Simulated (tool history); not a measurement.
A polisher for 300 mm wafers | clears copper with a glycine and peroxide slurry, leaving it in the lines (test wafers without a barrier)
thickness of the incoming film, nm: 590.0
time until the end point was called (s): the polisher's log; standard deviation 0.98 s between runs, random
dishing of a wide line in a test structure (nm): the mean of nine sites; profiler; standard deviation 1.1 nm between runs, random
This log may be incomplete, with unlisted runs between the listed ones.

run	hour	flow of slurry (ml/min)	pressure of the wafer on the pad (psi)	speed of the pad under the wafer (cm/s)	overpolish time after the end point (s)	time until the end point was called (s)	dishing of a wide line in a test structure (nm)
1	0	280	2.9	110	13	101.17	44.94
2	8.5	280	3.3	112	12	90.059	47.16
3	11.7	280	3.3	112	10	90.324	41.331
4	17.2	280	2.6	112	10	109.79	36.056
# hour 22.7: worn pad replaced by a new one
5	22.7	280	3	112	10	90.343	42.382
6	27.8	280	3.3	114	9	83.366	38.98

Expected results for the next run?
7	30.8	285	4.1	124	11	?	?

Run 7 produced time until the end point was called (s) 66.28, dishing of a wide line in a test structure (nm) 57.987.
